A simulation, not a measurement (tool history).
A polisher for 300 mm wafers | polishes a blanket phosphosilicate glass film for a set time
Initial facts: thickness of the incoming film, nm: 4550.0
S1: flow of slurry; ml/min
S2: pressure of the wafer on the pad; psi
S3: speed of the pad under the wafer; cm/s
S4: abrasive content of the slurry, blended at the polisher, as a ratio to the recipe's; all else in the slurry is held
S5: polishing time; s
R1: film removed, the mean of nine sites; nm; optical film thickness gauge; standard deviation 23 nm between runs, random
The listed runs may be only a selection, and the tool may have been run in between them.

{"run": 1, "hour": 0.0, "S1": 160, "S2": 4.1, "S3": 118, "S4": 1, "S5": 115, "R1": 1696.7}
{"run": 2, "hour": 7.0, "S1": 170, "S2": 4.7, "S3": 122, "S4": 1, "S5": 115, "R1": 1956.4}
{"run": 3, "hour": 8.6, "S1": 170, "S2": 5.2, "S3": 130, "S4": 1, "S5": 115, "R1": 2233.4}
{"run": 4, "hour": 17.0, "S1": 170, "S2": 6.1, "S3": 130, "S4": 1, "S5": 115, "R1": 2597.6}
{"run": 5, "hour": 21.2, "S1": 175, "S2": 6.2, "S3": 136, "S4": 1, "S5": 115, "R1": 2716.3}
{"run": 6, "hour": 23.9, "S1": 175, "S2": 6.2, "S3": 136, "S4": 1, "S5": 115, "R1": 2700.2}
{"run": 7, "hour": 29.4, "S1": 175, "S2": 6.2, "S3": 144, "S4": 1, "S5": 115, "R1": 2840.3}

Run 8 has not been measured yet. What should we expect?
{"run": 8, "hour": 38.0, "S1": 175, "S2": 6.2, "S3": 150, "S4": 1, "S5": 115, "R1": "?"}

Run 8 gave R1 2912.6 nm.
